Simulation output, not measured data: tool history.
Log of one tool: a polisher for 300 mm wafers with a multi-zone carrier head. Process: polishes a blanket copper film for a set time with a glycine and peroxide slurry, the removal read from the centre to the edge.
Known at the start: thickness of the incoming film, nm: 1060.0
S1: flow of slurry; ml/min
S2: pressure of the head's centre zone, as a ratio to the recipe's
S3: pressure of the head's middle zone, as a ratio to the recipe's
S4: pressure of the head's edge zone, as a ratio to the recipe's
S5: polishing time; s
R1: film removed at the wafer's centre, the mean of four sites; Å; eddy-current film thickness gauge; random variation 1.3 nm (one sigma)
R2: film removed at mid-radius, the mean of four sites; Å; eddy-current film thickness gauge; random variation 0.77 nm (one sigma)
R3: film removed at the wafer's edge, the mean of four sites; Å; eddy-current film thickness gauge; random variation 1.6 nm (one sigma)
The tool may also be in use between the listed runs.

Run 1, hour 0: S1 220 ml/min, S2 1, S3 1, S4 1, S5 41 s. Result: R1 1933.5 Å, R2 1820.6 Å, R3 1894.7 Å.
Run 2, hour 4.8: S1 220 ml/min, S2 1, S3 1.06, S4 1, S5 41 s. Result: R1 1883.6 Å, R2 1905.2 Å, R3 1908.3 Å.
Run 3, hour 9.5: S1 220 ml/min, S2 1, S3 1.06, S4 1, S5 33 s. Result: R1 1585.1 Å, R2 1524.5 Å, R3 1546.7 Å.
Run 4, hour 18.3: S1 275 ml/min, S2 1, S3 1.06, S4 1, S5 33 s. Result: R1 1608.5 Å, R2 1572.7 Å, R3 1551.7 Å.
Run 5, hour 26.1: S1 270 ml/min, S2 0.98, S3 1.04, S4 1, S5 32 s. Result: R1 1517.9 Å, R2 1504.9 Å, R3 1501.3 Å.
Run 6, hour 34.9: S1 270 ml/min, S2 0.98, S3 1.04, S4 1, S5 27 s. Result: R1 1260.7 Å, R2 1279.4 Å, R3 1264.9 Å.
Run 7, hour 36.2: S1 260 ml/min, S2 0.98, S3 1.03, S4 1.02, S5 27 s. Result: R1 1288 Å, R2 1268.4 Å, R3 1276.9 Å.

Run 8 comes next. What will it give?
Run 8, hour 40.8: S1 225 ml/min, S2 0.88, S3 0.93, S4 1.12, S5 27 s. Result: R1 ?, R2 ?, R3 ?.

Run 8 gave R1 1135.9 Å, R2 1124.9 Å, R3 1304.7 Å.
